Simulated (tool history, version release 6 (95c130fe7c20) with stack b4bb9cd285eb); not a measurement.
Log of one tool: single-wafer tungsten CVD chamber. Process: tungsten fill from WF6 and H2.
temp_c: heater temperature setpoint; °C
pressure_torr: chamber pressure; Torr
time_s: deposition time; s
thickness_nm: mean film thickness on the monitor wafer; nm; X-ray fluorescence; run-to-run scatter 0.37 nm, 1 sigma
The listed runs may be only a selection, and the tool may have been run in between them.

Run 1, hour 0: temp_c 400 °C, pressure_torr 36.7 Torr, time_s 34.4 s. Result: thickness_nm 101.7 nm.
Run 2, hour 9: temp_c 399 °C, pressure_torr 36.7 Torr, time_s 34.4 s. Result: thickness_nm 100.58 nm.
Run 3, hour 17.5: temp_c 399 °C, pressure_torr 31.8 Torr, time_s 34.4 s. Result: thickness_nm 90.733 nm.
Run 4, hour 23: temp_c 399 °C, pressure_torr 25.3 Torr, time_s 34.4 s. Result: thickness_nm 75.662 nm.
Run 5, hour 30.4: temp_c 399 °C, pressure_torr 25.3 Torr, time_s 34.4 s. Result: thickness_nm 75.42 nm.
Run 6, hour 36.3: temp_c 399 °C, pressure_torr 25.3 Torr, time_s 35.5 s. Result: thickness_nm 78.231 nm.
Run 7, hour 38.6: temp_c 401 °C, pressure_torr 25.4 Torr, time_s 35.5 s. Result: thickness_nm 81.158 nm.

Forecast run 8:
Run 8, hour 44.5: temp_c 403 °C, pressure_torr 25.5 Torr, time_s 35.5 s. Result: thickness_nm ?.

thickness_nm: 84.489 nm
